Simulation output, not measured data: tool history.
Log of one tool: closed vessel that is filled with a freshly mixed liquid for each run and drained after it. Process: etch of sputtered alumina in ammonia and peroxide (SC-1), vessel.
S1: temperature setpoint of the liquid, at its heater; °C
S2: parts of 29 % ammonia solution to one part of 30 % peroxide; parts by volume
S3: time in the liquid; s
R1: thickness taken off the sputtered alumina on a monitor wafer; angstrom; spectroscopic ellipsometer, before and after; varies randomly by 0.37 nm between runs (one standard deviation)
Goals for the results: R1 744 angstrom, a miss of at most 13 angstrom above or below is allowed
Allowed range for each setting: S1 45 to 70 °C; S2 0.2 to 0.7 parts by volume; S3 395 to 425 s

run,hour,S1,S2,S3,R1
1,0,61,0.4,395,678.54
2,5.2,61,0.4,395,681.75
3,7.3,61.5,0.4,395,695.85
4,9.2,61.5,0.35,395,695.15
5,17.2,54.5,0.35,395,478.37
6,20.3,54.5,0.35,425,515.66
7,25.4,56.5,0.35,425,574.37
8,29.9,62.5,0.35,425,780.89
9,31.4,62,0.35,425,762.73

Which of these 4 next moves meets every target?
A,32.9,62.5,0.2,425,?
B,32.9,64,0.3,400,?
C,32.9,63,0.45,425,?
D,32.9,63,0.35,420,?

move,R1
A,741.21
B,781.72
C,820.81
D,792.11
A: every result within its allowed miss
B: moves away from the targets compared with the last run
C: moves away from the targets compared with the last run
D: moves away from the targets compared with the last run
The right move is A.
